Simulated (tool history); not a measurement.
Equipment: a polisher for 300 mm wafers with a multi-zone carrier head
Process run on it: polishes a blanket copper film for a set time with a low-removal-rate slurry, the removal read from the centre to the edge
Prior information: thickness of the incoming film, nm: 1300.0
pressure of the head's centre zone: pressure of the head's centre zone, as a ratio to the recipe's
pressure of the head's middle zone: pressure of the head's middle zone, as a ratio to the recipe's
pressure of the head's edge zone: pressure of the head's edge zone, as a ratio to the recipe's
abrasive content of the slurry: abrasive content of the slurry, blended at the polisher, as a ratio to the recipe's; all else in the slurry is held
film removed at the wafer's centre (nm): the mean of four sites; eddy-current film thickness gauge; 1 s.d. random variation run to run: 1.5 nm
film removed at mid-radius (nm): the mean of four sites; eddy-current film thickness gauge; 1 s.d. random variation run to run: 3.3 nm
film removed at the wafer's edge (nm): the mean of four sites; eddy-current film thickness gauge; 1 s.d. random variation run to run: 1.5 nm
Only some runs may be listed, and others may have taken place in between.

run,day,flow of slurry (ml/min),pressure of the head's centre zone,pressure of the head's middle zone,pressure of the head's edge zone,abrasive content of the slurry,polishing time (s),film removed at the wafer's centre (nm),film removed at mid-radius (nm),film removed at the wafer's edge (nm)
1,0.000,255,1.00,1.00,1.00,1.00,63,173.84,169.19,172.38
2,0.033,255,1.08,1.00,1.00,1.00,63,186.66,166.48,169.78
3,0.350,255,1.08,1.08,1.00,1.00,63,186.61,180.92,170.92
4,0.525,260,1.05,1.10,1.03,1.05,63,182.46,184.82,176.24
5,0.562,265,1.02,1.12,1.04,1.10,63,180.15,189.14,177.39
# day 0.833: worn pad replaced by a new one
6,0.833,265,0.99,1.13,1.06,1.15,64,193.48,216.75,197.98

Estimate the outcome of run 7 from the log above:
7,1.171,260,0.96,1.12,1.06,1.15,64,?,?,?

film removed at the wafer's centre (nm): 187.23
film removed at mid-radius (nm): 204.12
film removed at the wafer's edge (nm): 196.85

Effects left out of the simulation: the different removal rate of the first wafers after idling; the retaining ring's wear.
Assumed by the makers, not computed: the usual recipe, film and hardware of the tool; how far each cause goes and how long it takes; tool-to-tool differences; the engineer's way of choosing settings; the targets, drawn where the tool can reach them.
